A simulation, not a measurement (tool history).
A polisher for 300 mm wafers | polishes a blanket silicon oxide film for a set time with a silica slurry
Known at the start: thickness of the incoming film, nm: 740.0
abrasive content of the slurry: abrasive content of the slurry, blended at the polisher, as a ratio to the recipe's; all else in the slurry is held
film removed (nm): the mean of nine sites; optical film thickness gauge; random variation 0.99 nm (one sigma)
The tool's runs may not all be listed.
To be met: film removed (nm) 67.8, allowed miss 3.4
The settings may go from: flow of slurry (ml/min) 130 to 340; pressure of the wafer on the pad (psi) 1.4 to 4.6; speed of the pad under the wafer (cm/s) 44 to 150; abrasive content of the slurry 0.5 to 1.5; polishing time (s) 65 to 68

run	hour	flow of slurry (ml/min)	pressure of the wafer on the pad (psi)	speed of the pad under the wafer (cm/s)	abrasive content of the slurry	polishing time (s)	film removed (nm)
1	0	220	3	96	1	65	144.47
2	4.4	220	3	96	0.85	65	133.13
3	8.8	220	3	96	0.85	68	144.28
4	10.1	220	3	120	0.85	68	166.98
5	17.5	220	2.6	106	0.8	68	124.1
6	23.6	220	3.3	106	0.8	68	158.85
7	32.6	220	2.8	96	0.8	68	125.77
8	35.7	220	2.4	92	0.8	68	105.84
9	38.4	220	2.1	90	0.8	68	90.127
10	41.1	220	1.9	90	0.8	68	83.28
11	42.7	220	1.8	90	0.8	68	77.695
12	44.3	220	1.7	90	0.8	68	74.796

Which of these 4 next moves meets every target?
A	45.9	180	1.7	108	0.85	68	?
B	45.9	255	1.6	82	1.05	65	?
C	45.9	185	1.7	80	0.9	65	?
D	45.9	200	1.7	88	0.85	68	?

move	film removed (nm)
A	88.511
B	75.01
C	70.316
D	76.834
A: further off than the last run
B: as far off as the last run
C: meets every target
D: further off than the last run
Answer: C
